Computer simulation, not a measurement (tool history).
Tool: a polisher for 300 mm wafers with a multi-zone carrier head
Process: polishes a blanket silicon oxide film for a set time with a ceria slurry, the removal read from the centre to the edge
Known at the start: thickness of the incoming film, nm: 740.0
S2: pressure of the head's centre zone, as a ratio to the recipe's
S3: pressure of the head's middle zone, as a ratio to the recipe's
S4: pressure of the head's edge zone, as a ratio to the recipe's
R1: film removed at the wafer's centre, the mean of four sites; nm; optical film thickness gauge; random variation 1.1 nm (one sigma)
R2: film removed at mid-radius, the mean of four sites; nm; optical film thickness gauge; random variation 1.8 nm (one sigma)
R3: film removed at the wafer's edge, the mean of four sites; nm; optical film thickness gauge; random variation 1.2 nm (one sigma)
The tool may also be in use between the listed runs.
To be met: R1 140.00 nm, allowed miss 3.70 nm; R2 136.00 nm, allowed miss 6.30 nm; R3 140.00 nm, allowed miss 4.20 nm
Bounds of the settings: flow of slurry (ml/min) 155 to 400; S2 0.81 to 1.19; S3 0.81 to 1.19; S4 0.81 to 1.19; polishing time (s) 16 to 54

Run 1, hour 0.0: flow of slurry (ml/min) 255, S2 1.00, S3 1.00, S4 1.00, polishing time (s) 35. Result: R1 244.22 nm, R2 243.52 nm, R3 244.20 nm.
Run 2, hour 5.5: flow of slurry (ml/min) 255, S2 0.99, S3 0.99, S4 0.98, polishing time (s) 33. Result: R1 228.40 nm, R2 232.40 nm, R3 230.49 nm.
Run 3, hour 6.3: flow of slurry (ml/min) 250, S2 0.99, S3 0.98, S4 0.97, polishing time (s) 31. Result: R1 215.98 nm, R2 210.19 nm, R3 215.67 nm.
Run 4, hour 8.4: flow of slurry (ml/min) 250, S2 0.98, S3 0.98, S4 0.96, polishing time (s) 29. Result: R1 199.65 nm, R2 196.82 nm, R3 198.49 nm.
Run 5, hour 11.3: flow of slurry (ml/min) 250, S2 0.98, S3 0.90, S4 0.96, polishing time (s) 29. Result: R1 197.21 nm, R2 186.46 nm, R3 200.32 nm.
Run 6, hour 17.9: flow of slurry (ml/min) 250, S2 0.97, S3 0.90, S4 0.95, polishing time (s) 28. Result: R1 189.36 nm, R2 174.60 nm, R3 188.36 nm.
Run 7, hour 18.7: flow of slurry (ml/min) 250, S2 0.96, S3 0.90, S4 0.93, polishing time (s) 27. Result: R1 181.70 nm, R2 170.16 nm, R3 185.61 nm.
Run 8, hour 22.6: flow of slurry (ml/min) 250, S2 0.96, S3 0.91, S4 0.92, polishing time (s) 26. Result: R1 173.75 nm, R2 166.50 nm, R3 176.32 nm.
Run 9, hour 31.3: flow of slurry (ml/min) 250, S2 0.96, S3 0.91, S4 0.91, polishing time (s) 25. Result: R1 168.99 nm, R2 163.07 nm, R3 167.69 nm.
Run 10, hour 35.5: flow of slurry (ml/min) 250, S2 0.95, S3 0.90, S4 0.90, polishing time (s) 25. Result: R1 166.11 nm, R2 157.95 nm, R3 169.64 nm.

5 next moves are on the table. One of them brings every result within its allowed miss. Which?
Run A, hour 39.7: flow of slurry (ml/min) 230, S2 0.93, S3 0.88, S4 0.83, polishing time (s) 22. Result: R1 ?, R2 ?, R3 ?.
Run B, hour 39.7: flow of slurry (ml/min) 265, S2 1.07, S3 0.84, S4 0.81, polishing time (s) 20. Result: R1 ?, R2 ?, R3 ?.
Run C, hour 39.7: flow of slurry (ml/min) 210, S2 1.14, S3 0.97, S4 0.95, polishing time (s) 19. Result: R1 ?, R2 ?, R3 ?.
Run D, hour 39.7: flow of slurry (ml/min) 170, S2 1.12, S3 0.90, S4 0.98, polishing time (s) 20. Result: R1 ?, R2 ?, R3 ?.
Run E, hour 39.7: flow of slurry (ml/min) 230, S2 0.97, S3 0.84, S4 0.92, polishing time (s) 21. Result: R1 ?, R2 ?, R3 ?.

move      R1      R2      R3
   A  140.76  137.69  143.66
   B  149.96  122.32  130.85
   C  147.48  127.36  130.67
   D  147.43  122.24  136.66
   E  140.15  126.45  143.74
A: meets every target
B: takes the result that was furthest off past its target
C: takes the result that was furthest off past its target
D: brings the result that was furthest off to its target, and leaves another outside
E: brings the result that was furthest off to its target, and leaves another outside
The right move is A.

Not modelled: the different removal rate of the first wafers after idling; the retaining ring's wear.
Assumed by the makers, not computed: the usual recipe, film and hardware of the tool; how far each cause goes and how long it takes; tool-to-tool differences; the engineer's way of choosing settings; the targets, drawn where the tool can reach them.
